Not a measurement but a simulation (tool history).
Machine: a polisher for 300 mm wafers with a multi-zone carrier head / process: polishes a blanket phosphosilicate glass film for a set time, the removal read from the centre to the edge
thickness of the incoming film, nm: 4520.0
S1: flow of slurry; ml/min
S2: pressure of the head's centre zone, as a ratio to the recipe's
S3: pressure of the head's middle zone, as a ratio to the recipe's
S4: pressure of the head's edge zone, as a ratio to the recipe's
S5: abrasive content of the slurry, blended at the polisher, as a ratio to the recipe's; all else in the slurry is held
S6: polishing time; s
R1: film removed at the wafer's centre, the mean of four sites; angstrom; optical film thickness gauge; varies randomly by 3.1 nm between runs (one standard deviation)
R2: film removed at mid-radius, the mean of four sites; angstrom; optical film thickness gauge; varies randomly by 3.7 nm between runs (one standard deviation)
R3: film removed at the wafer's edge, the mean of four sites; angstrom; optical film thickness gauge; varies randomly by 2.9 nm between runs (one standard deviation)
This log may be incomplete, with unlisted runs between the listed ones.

run	hour	S1	S2	S3	S4	S5	S6	R1	R2	R3
1	0	255	1	1	1	1	35	3980.3	4000.6	3863.5
2	2.2	250	0.98	0.99	1	0.95	35	3809.5	3768.7	3884.3
3	3.9	255	0.97	1.01	0.99	0.9	34	3470.8	3627.4	3592.9
4	12.8	255	0.96	1.01	0.98	0.85	34	3438.6	3563.8	3471.5
5	19.3	255	0.94	1.01	0.98	0.8	34	3215.1	3382.8	3325.5
6	21.4	255	0.92	1.01	0.98	0.75	34	2981.4	3267.4	3211.3
7	30.1	255	0.91	1	0.97	0.75	34	2954.9	3207.5	3179.8
8	37	230	0.81	0.96	0.92	0.5	33	1819.6	2149.9	2140.6
9	43.7	245	0.82	0.97	0.94	0.5	33	1862.7	2112.6	2148.4
10	44.9	240	0.83	0.99	0.97	0.5	33	1885.5	2249.6	2227.8
11	45.5	240	0.83	0.99	0.97	0.5	33	1816.8	2252.9	2204.3
12	49	250	0.84	0.99	0.98	0.5	33	1922.9	2250.2	2182.3
13	54.2	250	0.84	0.99	0.98	0.5	33	1898.3	2175.2	2212.9

Run 14 is up next; what results do you expect?
14	60.5	250	0.85	1	1	0.5	33	?	?	?

R1: 1937.3 angstrom
R2: 2278.3 angstrom
R3: 2260.6 angstrom
